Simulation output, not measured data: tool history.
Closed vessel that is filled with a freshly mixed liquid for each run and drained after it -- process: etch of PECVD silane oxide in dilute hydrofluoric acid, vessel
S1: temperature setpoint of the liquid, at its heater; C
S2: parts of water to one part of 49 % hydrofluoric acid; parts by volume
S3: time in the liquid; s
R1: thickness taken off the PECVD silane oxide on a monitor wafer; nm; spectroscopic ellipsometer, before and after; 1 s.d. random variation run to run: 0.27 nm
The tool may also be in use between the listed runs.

Run 1, hour 0.0: S1 24.0 C, S2 135 parts by volume, S3 125 s. Result: R1 12.310 nm.
Run 2, hour 8.8: S1 24.0 C, S2 90 parts by volume, S3 125 s. Result: R1 19.488 nm.
Run 3, hour 9.6: S1 25.0 C, S2 90 parts by volume, S3 125 s. Result: R1 20.052 nm.
Run 4, hour 10.1: S1 26.5 C, S2 90 parts by volume, S3 125 s. Result: R1 21.839 nm.
Run 5, hour 11.9: S1 27.5 C, S2 90 parts by volume, S3 125 s. Result: R1 22.355 nm.
Run 6, hour 13.5: S1 27.5 C, S2 90 parts by volume, S3 125 s. Result: R1 22.612 nm.

Run 7, settings as shown, results not yet in. Your forecast:
Run 7, hour 20.0: S1 31.5 C, S2 75 parts by volume, S3 125 s. Result: R1 ?.

R1: 32.443 nm
